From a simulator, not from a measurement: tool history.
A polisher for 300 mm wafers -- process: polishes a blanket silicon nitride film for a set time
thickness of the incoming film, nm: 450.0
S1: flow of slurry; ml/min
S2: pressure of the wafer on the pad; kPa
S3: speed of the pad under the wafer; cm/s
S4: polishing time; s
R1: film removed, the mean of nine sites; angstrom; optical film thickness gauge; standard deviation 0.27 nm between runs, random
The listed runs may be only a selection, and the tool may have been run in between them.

Run 1, hour 0.0: S1 240 ml/min, S2 21.4 kPa, S3 94 cm/s, S4 37 s. Result: R1 569.41 angstrom.
Run 2, hour 3.8: S1 240 ml/min, S2 21.4 kPa, S3 94 cm/s, S4 33 s. Result: R1 518.01 angstrom.
Run 3, hour 8.3: S1 240 ml/min, S2 19.3 kPa, S3 94 cm/s, S4 33 s. Result: R1 465.35 angstrom.
Run 4, hour 12.2: S1 240 ml/min, S2 24.8 kPa, S3 94 cm/s, S4 33 s. Result: R1 600.49 angstrom.
Run 5, hour 15.1: S1 235 ml/min, S2 21.4 kPa, S3 94 cm/s, S4 33 s. Result: R1 526.65 angstrom.
Run 6, hour 22.3: S1 235 ml/min, S2 25.5 kPa, S3 94 cm/s, S4 33 s. Result: R1 620.36 angstrom.
Run 7, hour 24.7: S1 235 ml/min, S2 21.4 kPa, S3 94 cm/s, S4 33 s. Result: R1 514.59 angstrom.
Run 8, hour 33.4: S1 230 ml/min, S2 18.6 kPa, S3 94 cm/s, S4 33 s. Result: R1 450.28 angstrom.
Run 9, hour 38.1: S1 220 ml/min, S2 17.2 kPa, S3 94 cm/s, S4 33 s. Result: R1 415.97 angstrom.
Run 10, hour 45.4: S1 210 ml/min, S2 16.5 kPa, S3 94 cm/s, S4 33 s. Result: R1 400.88 angstrom.

Run 11, settings as shown, results not yet in. Your forecast:
Run 11, hour 51.9: S1 200 ml/min, S2 15.9 kPa, S3 94 cm/s, S4 33 s. Result: R1 ?.

R1: 389.48 angstrom

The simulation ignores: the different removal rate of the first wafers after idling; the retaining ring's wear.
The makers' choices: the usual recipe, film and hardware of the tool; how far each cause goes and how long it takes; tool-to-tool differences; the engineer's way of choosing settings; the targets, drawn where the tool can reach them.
